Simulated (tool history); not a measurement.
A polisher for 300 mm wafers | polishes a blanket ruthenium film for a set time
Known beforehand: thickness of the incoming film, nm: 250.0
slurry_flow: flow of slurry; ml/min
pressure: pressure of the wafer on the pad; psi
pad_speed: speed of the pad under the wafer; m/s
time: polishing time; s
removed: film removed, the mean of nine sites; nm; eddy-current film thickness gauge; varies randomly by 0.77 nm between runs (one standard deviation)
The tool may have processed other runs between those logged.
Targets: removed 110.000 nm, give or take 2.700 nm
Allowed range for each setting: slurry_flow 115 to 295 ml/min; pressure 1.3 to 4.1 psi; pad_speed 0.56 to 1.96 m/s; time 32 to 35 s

run  hour  slurry_flow  pressure  pad_speed  time  removed
  1   0.0          190       2.7       1.26    35   76.639
  2   3.5          190       2.7       1.26    32   69.871
  3  12.3          190       2.3       1.26    32   60.433
  4  14.1          195       2.5       1.26    32   65.180
  5  18.5          195       2.5       1.08    32   55.692
  6  19.7          195       2.5       1.08    32   56.488
  7  21.3          200       2.7       1.08    32   60.801
  8  22.1          200       2.9       1.08    32   65.476
  9  29.3          200       3.0       1.08    32   67.491
 10  36.0          200       3.1       1.10    32   71.299
 11  39.1          200       3.2       1.10    32   73.589
 12  45.2          200       3.3       1.12    32   76.268
 13  46.7          205       3.4       1.14    32   80.314
 14  48.0          205       3.5       1.16    32   83.471
 15  50.1          205       3.6       1.18    32   87.729
 16  57.4          240       4.1       1.22    32  104.460

Below are 4 possible settings for the next run. Only one of them brings all results inside the allowed miss of their targets. Which is it?
  A  64.7          255       3.5       1.38    32        ?
  B  64.7          255       4.1       1.22    35        ?
  C  64.7          270       4.1       1.18    34        ?
  D  64.7          265       3.5       1.40    32        ?

move  removed
   A  101.440
   B  114.920
   C  108.700
   D  103.270
A: lands further from the targets than the last run did
B: takes the biggest miss from the last run beyond its target
C: meets every target
D: lands further from the targets than the last run did
Correct choice: C, which meets every target

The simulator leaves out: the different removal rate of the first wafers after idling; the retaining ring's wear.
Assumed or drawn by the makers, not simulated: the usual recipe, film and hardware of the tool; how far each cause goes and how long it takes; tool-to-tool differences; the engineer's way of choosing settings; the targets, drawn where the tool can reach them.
